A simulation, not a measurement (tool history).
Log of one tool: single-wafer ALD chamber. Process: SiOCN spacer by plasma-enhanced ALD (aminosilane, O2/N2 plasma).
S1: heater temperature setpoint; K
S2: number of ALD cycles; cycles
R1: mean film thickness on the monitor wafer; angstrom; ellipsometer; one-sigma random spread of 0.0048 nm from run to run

run 1 hour=0 | S1=648.15 S2=36 | R1=22.545
run 2 hour=1.1 | S1=648.15 S2=39 | R1=24.474
run 3 hour=5.6 | S1=654.15 S2=39 | R1=24.234
run 4 hour=7.5 | S1=665.15 S2=39 | R1=24.347
run 5 hour=12.8 | S1=665.15 S2=36 | R1=22.402
run 6 hour=18 | S1=670.15 S2=36 | R1=22.424
run 7 hour=26.5 | S1=670.15 S2=34 | R1=21.244
-- hour=27.6 thermocouple changed; heater temperature recalibrated
run 8 hour=27.6 | S1=670.15 S2=32 | R1=19.933

Estimate the outcome of run 9 from the log above:
run 9 hour=36.2 | S1=670.15 S2=31 | R1=?

{"run 9": {"R1": 19.287}}
